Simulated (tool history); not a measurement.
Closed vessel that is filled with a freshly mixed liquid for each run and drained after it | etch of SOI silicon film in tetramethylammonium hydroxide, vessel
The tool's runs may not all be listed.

run  hour  temperature setpoint of the liquid (C)  concentration of hydroxide in the mixed liquid (% by weight)  time in the liquid (s)  thickness taken off the SOI silicon film on a monitor wafer (Å)
  1     0                                      67                                                            13                      85                                                           5319.2
  2   2.5                                      66                                                            13                      85                                                           5024.1
  3     9                                      65                                                            13                      85                                                           4768.5
  4  10.6                                      65                                                            13                      95                                                           5290.3
  5  18.7                                      64                                                            13                      95                                                             5023
  6  21.3                                      63                                                            13                      95                                                           4715.3
  7  23.6                                    62.5                                                            13                      95                                                           4543.6

Forecast run 8:
  8  29.1                                      62                                                            13                      95                                                                ?

Run 8 gave thickness taken off the SOI silicon film on a monitor wafer (Å) 4418.9.
